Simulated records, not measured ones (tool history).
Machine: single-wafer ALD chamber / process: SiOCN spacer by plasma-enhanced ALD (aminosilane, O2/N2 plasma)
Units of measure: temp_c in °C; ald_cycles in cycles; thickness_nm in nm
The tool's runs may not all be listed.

{"run": 1, "hour": 0.0, "temp_c": 390, "ald_cycles": 99, "thickness_nm": 6.0386}
{"run": 2, "hour": 9.1, "temp_c": 390, "ald_cycles": 102, "thickness_nm": 6.2329}
{"run": 3, "hour": 11.8, "temp_c": 401, "ald_cycles": 102, "thickness_nm": 6.1613}
{"run": 4, "hour": 16.6, "temp_c": 401, "ald_cycles": 113, "thickness_nm": 6.8027}
{"run": 5, "hour": 23.8, "temp_c": 401, "ald_cycles": 114, "thickness_nm": 6.9788}
{"run": 6, "hour": 27.9, "temp_c": 396, "ald_cycles": 114, "thickness_nm": 6.9778}
{"run": 7, "hour": 32.5, "temp_c": 396, "ald_cycles": 115, "thickness_nm": 7.0415}
{"run": 8, "hour": 37.8, "temp_c": 396, "ald_cycles": 116, "thickness_nm": 7.0617}

Run 9, settings as shown, results not yet in. Your forecast:
{"run": 9, "hour": 39.5, "temp_c": 396, "ald_cycles": 117, "thickness_nm": "?"}

{"run 9": {"thickness_nm": 7.1874}}
